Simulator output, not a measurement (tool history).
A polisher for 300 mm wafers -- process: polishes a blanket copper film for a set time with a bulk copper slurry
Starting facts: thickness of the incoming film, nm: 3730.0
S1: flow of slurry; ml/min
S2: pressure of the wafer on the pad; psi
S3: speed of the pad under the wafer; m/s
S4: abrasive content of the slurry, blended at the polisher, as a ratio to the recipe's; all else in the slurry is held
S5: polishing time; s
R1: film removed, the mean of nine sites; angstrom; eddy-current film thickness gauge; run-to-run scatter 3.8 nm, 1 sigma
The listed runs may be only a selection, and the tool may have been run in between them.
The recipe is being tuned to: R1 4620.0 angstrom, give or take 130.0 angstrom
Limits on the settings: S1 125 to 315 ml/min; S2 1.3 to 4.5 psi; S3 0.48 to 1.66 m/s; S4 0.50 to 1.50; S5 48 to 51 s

run	day	S1	S2	S3	S4	S5	R1
1	0.000	205	2.9	1.06	1.00	48	5887.6
2	0.250	205	3.5	1.06	1.00	48	6934.0
3	0.408	205	3.3	1.06	1.00	48	6611.3
4	0.571	205	3.2	1.06	1.00	48	6429.2
5	0.779	205	3.1	1.06	1.00	48	6208.7
6	0.867	205	3.0	1.06	1.00	48	6069.8
7	1.225	205	2.9	1.06	1.00	48	5796.1
8	1.250	205	2.8	1.06	1.00	48	5656.4
9	1.488	205	2.7	1.06	1.00	48	5427.2
10	1.825	205	2.6	1.06	1.00	48	5244.3
11	2.200	195	2.4	1.06	1.00	48	4831.6
12	2.346	190	2.4	1.06	1.00	48	4831.7
13	2.533	190	2.4	1.06	1.00	48	4837.2
14	2.754	185	2.4	1.06	1.00	48	4870.3

Which single option among these 4 for the next run brings every result within its allowed miss of target? Just one does.
A	2.975	155	2.0	1.14	1.10	48	?
B	2.975	175	2.6	0.88	0.85	49	?
C	2.975	245	2.2	0.96	1.10	49	?
D	2.975	230	2.3	0.98	0.90	51	?

move	R1
A	4250.0
B	4356.7
C	4343.0
D	4631.4
A: moves the result that the last run missed by most past its target, out the other side
B: moves the result that the last run missed by most past its target, out the other side
C: moves the result that the last run missed by most past its target, out the other side
D: meets every target
The move that meets every target is D.

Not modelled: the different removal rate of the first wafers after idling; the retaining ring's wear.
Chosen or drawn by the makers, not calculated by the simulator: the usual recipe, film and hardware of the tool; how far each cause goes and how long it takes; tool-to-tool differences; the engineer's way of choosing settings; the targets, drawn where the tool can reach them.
